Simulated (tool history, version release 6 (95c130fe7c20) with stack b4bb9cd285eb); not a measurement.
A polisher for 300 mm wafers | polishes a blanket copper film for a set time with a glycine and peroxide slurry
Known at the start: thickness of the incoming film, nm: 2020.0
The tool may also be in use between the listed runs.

run,hour,flow of slurry (ml/min),pressure of the wafer on the pad (kPa),speed of the pad under the wafer (cm/s),polishing time (s),film removed (nm)
1,0.0,195,22.1,126,37,282.89
2,2.4,195,26.9,126,37,336.77
3,11.3,195,26.9,152,37,405.12
4,18.6,190,26.2,152,37,396.10
5,27.6,190,26.2,168,37,428.60
6,35.9,190,30.3,168,37,482.33

Run 7, settings as shown, results not yet in. Your forecast:
7,41.2,185,27.6,166,37,?

Logged for run 7: film removed (nm) 442.07.
